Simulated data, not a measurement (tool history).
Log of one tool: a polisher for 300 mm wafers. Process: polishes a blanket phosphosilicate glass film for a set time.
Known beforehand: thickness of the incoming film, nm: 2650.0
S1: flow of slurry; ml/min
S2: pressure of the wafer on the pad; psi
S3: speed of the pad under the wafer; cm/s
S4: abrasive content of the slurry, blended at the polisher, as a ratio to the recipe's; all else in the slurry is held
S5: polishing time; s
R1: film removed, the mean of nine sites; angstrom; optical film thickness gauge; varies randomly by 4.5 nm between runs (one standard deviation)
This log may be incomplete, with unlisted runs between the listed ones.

{"run": 1, "hour": 0.0, "S1": 225, "S2": 2.5, "S3": 100, "S4": 1, "S5": 48, "R1": 3926.6}
{"run": 2, "hour": 7.4, "S1": 230, "S2": 2.6, "S3": 100, "S4": 1, "S5": 48, "R1": 4103.4}
{"run": 3, "hour": 13.5, "S1": 230, "S2": 2.6, "S3": 100, "S4": 1.1, "S5": 48, "R1": 4355.8}
{"run": 4, "hour": 14.9, "S1": 235, "S2": 2.7, "S3": 100, "S4": 1.1, "S5": 48, "R1": 4506.2}
{"run": 5, "hour": 19.8, "S1": 235, "S2": 2.8, "S3": 100, "S4": 1.1, "S5": 48, "R1": 4652}
{"run": 6, "hour": 24.4, "S1": 235, "S2": 2.8, "S3": 100, "S4": 1.1, "S5": 43, "R1": 4212.1}
{"run": 7, "hour": 29.4, "S1": 235, "S2": 2.9, "S3": 100, "S4": 1.1, "S5": 43, "R1": 4310.5}

Run 8 comes next. What will it give?
{"run": 8, "hour": 31.1, "S1": 240, "S2": 3, "S3": 100, "S4": 1.1, "S5": 43, "R1": "?"}

{"run 8": {"R1": 4423}}

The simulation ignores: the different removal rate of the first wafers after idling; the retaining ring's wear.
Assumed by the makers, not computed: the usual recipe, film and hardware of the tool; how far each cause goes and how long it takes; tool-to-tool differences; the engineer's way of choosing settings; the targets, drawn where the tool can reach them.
